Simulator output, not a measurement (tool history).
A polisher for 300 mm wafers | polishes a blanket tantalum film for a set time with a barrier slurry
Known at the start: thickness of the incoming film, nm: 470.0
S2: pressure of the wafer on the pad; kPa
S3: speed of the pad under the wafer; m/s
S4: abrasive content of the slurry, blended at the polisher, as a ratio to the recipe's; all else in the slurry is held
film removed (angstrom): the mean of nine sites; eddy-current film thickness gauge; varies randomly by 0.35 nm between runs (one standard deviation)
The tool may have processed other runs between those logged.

{"run": 1, "day": 0.0, "flow of slurry (ml/min)": 140, "S2": 10.3, "S3": 0.96, "S4": 1, "polishing time (s)": 46, "film removed (angstrom)": 592.42}
{"run": 2, "day": 0.2, "flow of slurry (ml/min)": 140, "S2": 11.7, "S3": 0.96, "S4": 1, "polishing time (s)": 46, "film removed (angstrom)": 669}
{"run": 3, "day": 0.496, "flow of slurry (ml/min)": 140, "S2": 11, "S3": 0.96, "S4": 1, "polishing time (s)": 46, "film removed (angstrom)": 633.78}
{"run": 4, "day": 0.775, "flow of slurry (ml/min)": 140, "S2": 10.3, "S3": 0.96, "S4": 1, "polishing time (s)": 46, "film removed (angstrom)": 592.97}
{"run": 5, "day": 1.017, "flow of slurry (ml/min)": 140, "S2": 9.7, "S3": 0.96, "S4": 1, "polishing time (s)": 46, "film removed (angstrom)": 556.76}
{"run": 6, "day": 1.112, "flow of slurry (ml/min)": 140, "S2": 9, "S3": 0.96, "S4": 1, "polishing time (s)": 46, "film removed (angstrom)": 521.31}
{"run": 7, "day": 1.196, "flow of slurry (ml/min)": 140, "S2": 8.3, "S3": 0.96, "S4": 1, "polishing time (s)": 46, "film removed (angstrom)": 486.52}
{"run": 8, "day": 1.229, "flow of slurry (ml/min)": 120, "S2": 5.5, "S3": 0.94, "S4": 1, "polishing time (s)": 46, "film removed (angstrom)": 312.03}
{"run": 9, "day": 1.379, "flow of slurry (ml/min)": 125, "S2": 5.5, "S3": 0.94, "S4": 1, "polishing time (s)": 46, "film removed (angstrom)": 313.8}

Forecast run 10:
{"run": 10, "day": 1.554, "flow of slurry (ml/min)": 130, "S2": 5.5, "S3": 0.94, "S4": 1, "polishing time (s)": 46, "film removed (angstrom)": "?"}

Run 10 measured film removed (angstrom) 321.2.

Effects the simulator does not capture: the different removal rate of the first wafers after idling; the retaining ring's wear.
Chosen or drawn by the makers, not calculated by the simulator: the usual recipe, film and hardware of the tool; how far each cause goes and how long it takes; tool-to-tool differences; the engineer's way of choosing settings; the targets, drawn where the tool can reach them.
